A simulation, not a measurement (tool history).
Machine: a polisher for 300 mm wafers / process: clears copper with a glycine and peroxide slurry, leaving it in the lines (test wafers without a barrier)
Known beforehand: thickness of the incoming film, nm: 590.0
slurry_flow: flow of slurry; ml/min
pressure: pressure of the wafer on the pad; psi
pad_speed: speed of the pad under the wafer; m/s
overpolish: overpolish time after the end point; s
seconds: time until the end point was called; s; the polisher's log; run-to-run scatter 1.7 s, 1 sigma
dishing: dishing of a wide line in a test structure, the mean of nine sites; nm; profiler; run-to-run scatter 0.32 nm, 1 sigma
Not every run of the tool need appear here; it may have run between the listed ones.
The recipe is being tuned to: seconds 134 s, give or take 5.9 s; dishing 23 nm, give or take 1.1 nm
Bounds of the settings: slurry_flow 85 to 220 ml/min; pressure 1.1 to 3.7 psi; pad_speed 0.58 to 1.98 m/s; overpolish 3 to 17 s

run  hour  slurry_flow  pressure  pad_speed  overpolish  seconds  dishing
  1     0          140       2.4       1.28           9   99.822   21.856
  2   5.8          140       2.3       1.28          10   103.43    22.34
  3  12.1          140       2.2       1.26          11   106.18   23.232
  4    18          140       2.7       1.26          11   93.444   24.102
  5  18.5          140       2.5       1.24          11      101   23.379
  6  23.1          140       2.5       1.34          11   93.339   24.076
  7  25.8          125       1.9       1.28          14   118.94   24.236
  8  27.8          120       1.8       1.28          14   117.14   24.498
  9  32.5          120       1.7       1.28          14   123.17   24.164
 10  41.3          120       1.6       1.28          14   127.46    23.51

Exercise: of the 4 proposed moves below, exactly one satisfies all targets within the stated allowed misses. Which move is it?
  A  50.1           90       1.4       1.42          14        ?        ?
  B  50.1          120       1.8       1.28          17        ?        ?
  C  50.1           85         2       1.34          14        ?        ?
  D  50.1           90       1.8        1.2          11        ?        ?

move  seconds  dishing
   A   132.62   22.722
   B    120.3   25.201
   C   117.49   23.872
   D   133.78    20.65
A: hits every target within its allowed miss
B: the biggest miss grows against the last run
C: the biggest miss grows against the last run
D: puts the biggest miss on target and leaves a different result outside tolerance
The right move is A.
